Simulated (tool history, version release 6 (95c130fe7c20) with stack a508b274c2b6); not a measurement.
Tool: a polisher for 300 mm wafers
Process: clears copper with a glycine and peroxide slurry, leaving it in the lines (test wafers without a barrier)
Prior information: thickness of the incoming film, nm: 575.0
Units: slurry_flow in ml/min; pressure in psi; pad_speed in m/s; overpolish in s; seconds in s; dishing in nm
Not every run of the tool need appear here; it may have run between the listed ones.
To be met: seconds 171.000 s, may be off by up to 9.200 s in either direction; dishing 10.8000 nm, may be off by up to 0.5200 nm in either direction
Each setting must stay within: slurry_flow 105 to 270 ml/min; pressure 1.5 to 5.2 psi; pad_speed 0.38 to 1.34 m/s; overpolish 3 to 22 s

{"run": 1, "hour": 0.0, "slurry_flow": 175, "pressure": 3.3, "pad_speed": 0.86, "overpolish": 11, "seconds": 97.62, "dishing": 36.226}
{"run": 2, "hour": 3.3, "slurry_flow": 175, "pressure": 3.3, "pad_speed": 0.86, "overpolish": 8, "seconds": 99.495, "dishing": 27.095}
{"run": 3, "hour": 12.1, "slurry_flow": 175, "pressure": 3.0, "pad_speed": 0.8, "overpolish": 7, "seconds": 114.51, "dishing": 21.018}
{"run": 4, "hour": 20.6, "slurry_flow": 175, "pressure": 3.0, "pad_speed": 0.92, "overpolish": 7, "seconds": 101.26, "dishing": 23.34}
{"run": 5, "hour": 26.7, "slurry_flow": 175, "pressure": 3.0, "pad_speed": 0.92, "overpolish": 3, "seconds": 100.99, "dishing": 11.047}
{"run": 6, "hour": 27.8, "slurry_flow": 175, "pressure": 2.7, "pad_speed": 0.9, "overpolish": 3, "seconds": 111.24, "dishing": 9.9689}
{"run": 7, "hour": 32.8, "slurry_flow": 170, "pressure": 2.6, "pad_speed": 0.84, "overpolish": 4, "seconds": 122.95, "dishing": 11.842}
{"run": 8, "hour": 34.7, "slurry_flow": 170, "pressure": 2.4, "pad_speed": 0.82, "overpolish": 4, "seconds": 137.25, "dishing": 11.065}
{"run": 9, "hour": 40.4, "slurry_flow": 165, "pressure": 1.6, "pad_speed": 0.82, "overpolish": 6, "seconds": 180.8, "dishing": 12.114}

Next run, 5 choices. One meets every target within its allowed miss, the rest don't. Which?
{"run": "A", "hour": 46.1, "slurry_flow": 175, "pressure": 1.8, "pad_speed": 0.64, "overpolish": 7, "seconds": "?", "dishing": "?"}
{"run": "B", "hour": 46.1, "slurry_flow": 155, "pressure": 2.0, "pad_speed": 0.72, "overpolish": 5, "seconds": "?", "dishing": "?"}
{"run": "C", "hour": 46.1, "slurry_flow": 140, "pressure": 1.8, "pad_speed": 0.9, "overpolish": 6, "seconds": "?", "dishing": "?"}
{"run": "D", "hour": 46.1, "slurry_flow": 175, "pressure": 1.6, "pad_speed": 0.72, "overpolish": 6, "seconds": "?", "dishing": "?"}
{"run": "E", "hour": 46.1, "slurry_flow": 225, "pressure": 1.5, "pad_speed": 0.74, "overpolish": 8, "seconds": "?", "dishing": "?"}

move=A seconds=192.190 dishing=12.9870
move=B seconds=168.260 dishing=10.7080
move=C seconds=157.470 dishing=13.4730
move=D seconds=192.190 dishing=11.2040
move=E seconds=190.300 dishing=14.7830
A: its largest miss is bigger than the last run's
B: meets every target
C: its largest miss is bigger than the last run's
D: brings the result that was furthest off to its target, and leaves another outside
E: its largest miss is bigger than the last run's
B is the move that brings every result within its allowed miss.
